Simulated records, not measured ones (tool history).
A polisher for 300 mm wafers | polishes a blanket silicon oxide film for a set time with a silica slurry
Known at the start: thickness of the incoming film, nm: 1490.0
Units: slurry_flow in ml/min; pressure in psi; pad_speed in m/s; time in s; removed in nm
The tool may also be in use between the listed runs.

run,hour,slurry_flow,pressure,pad_speed,slurry_solids,time,removed
1,0.0,180,4.3,1.36,1.0,68,225.46
2,3.3,180,4.3,1.36,1.0,71,234.68
3,9.3,145,4.3,1.36,1.0,71,223.22
4,16.1,145,4.3,1.36,1.0,68,217.87
5,24.0,145,4.1,1.36,1.0,68,205.55
6,25.1,145,4.9,1.36,1.0,68,242.16

Forecast run 7:
7,31.7,145,4.6,1.34,1.0,68,?

Run 7 gave removed 227.88 nm.
